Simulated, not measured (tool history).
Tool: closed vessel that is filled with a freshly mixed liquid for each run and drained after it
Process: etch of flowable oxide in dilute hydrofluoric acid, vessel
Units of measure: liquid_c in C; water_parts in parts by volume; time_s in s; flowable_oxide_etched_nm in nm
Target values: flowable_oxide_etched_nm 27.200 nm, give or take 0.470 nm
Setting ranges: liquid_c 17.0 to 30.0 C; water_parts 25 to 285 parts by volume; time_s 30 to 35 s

{"run": 1, "hour": 0.0, "liquid_c": 22.0, "water_parts": 155, "time_s": 35, "flowable_oxide_etched_nm": 13.783}
{"run": 2, "hour": 5.5, "liquid_c": 22.0, "water_parts": 185, "time_s": 35, "flowable_oxide_etched_nm": 11.07}
{"run": 3, "hour": 6.4, "liquid_c": 24.5, "water_parts": 185, "time_s": 35, "flowable_oxide_etched_nm": 12.226}
{"run": 4, "hour": 9.2, "liquid_c": 26.0, "water_parts": 165, "time_s": 35, "flowable_oxide_etched_nm": 14.686}
{"run": 5, "hour": 13.9, "liquid_c": 24.0, "water_parts": 165, "time_s": 35, "flowable_oxide_etched_nm": 13.781}
{"run": 6, "hour": 21.2, "liquid_c": 25.5, "water_parts": 165, "time_s": 35, "flowable_oxide_etched_nm": 14.496}
{"run": 7, "hour": 22.5, "liquid_c": 25.5, "water_parts": 165, "time_s": 35, "flowable_oxide_etched_nm": 14.577}
{"run": 8, "hour": 23.6, "liquid_c": 26.5, "water_parts": 150, "time_s": 35, "flowable_oxide_etched_nm": 16.895}
{"run": 9, "hour": 27.8, "liquid_c": 30.0, "water_parts": 95, "time_s": 35, "flowable_oxide_etched_nm": 32.817}
{"run": 10, "hour": 32.2, "liquid_c": 29.0, "water_parts": 95, "time_s": 35, "flowable_oxide_etched_nm": 31.551}
{"run": 11, "hour": 33.1, "liquid_c": 28.0, "water_parts": 95, "time_s": 35, "flowable_oxide_etched_nm": 30.423}
{"run": 12, "hour": 34.0, "liquid_c": 27.5, "water_parts": 95, "time_s": 35, "flowable_oxide_etched_nm": 29.907}
{"run": 13, "hour": 37.2, "liquid_c": 27.0, "water_parts": 95, "time_s": 35, "flowable_oxide_etched_nm": 29.361}

Which single option among these 5 for the next run brings every result within its allowed miss of target? Just one does.
{"run": "A", "hour": 40.4, "liquid_c": 27.0, "water_parts": 75, "time_s": 30, "flowable_oxide_etched_nm": "?"}
{"run": "B", "hour": 40.4, "liquid_c": 29.0, "water_parts": 105, "time_s": 35, "flowable_oxide_etched_nm": "?"}
{"run": "C", "hour": 40.4, "liquid_c": 28.0, "water_parts": 105, "time_s": 35, "flowable_oxide_etched_nm": "?"}
{"run": "D", "hour": 40.4, "liquid_c": 21.0, "water_parts": 75, "time_s": 35, "flowable_oxide_etched_nm": "?"}
{"run": "E", "hour": 40.4, "liquid_c": 28.5, "water_parts": 95, "time_s": 35, "flowable_oxide_etched_nm": "?"}

move=A flowable_oxide_etched_nm=32.470
move=B flowable_oxide_etched_nm=28.047
move=C flowable_oxide_etched_nm=27.005
move=D flowable_oxide_etched_nm=29.734
move=E flowable_oxide_etched_nm=30.838
A: the biggest miss grows against the last run
B: nearer the targets than the last run, but a result is still out of spec
C: meets every target
D: the biggest miss grows against the last run
E: the biggest miss grows against the last run
The move that meets every target is C.

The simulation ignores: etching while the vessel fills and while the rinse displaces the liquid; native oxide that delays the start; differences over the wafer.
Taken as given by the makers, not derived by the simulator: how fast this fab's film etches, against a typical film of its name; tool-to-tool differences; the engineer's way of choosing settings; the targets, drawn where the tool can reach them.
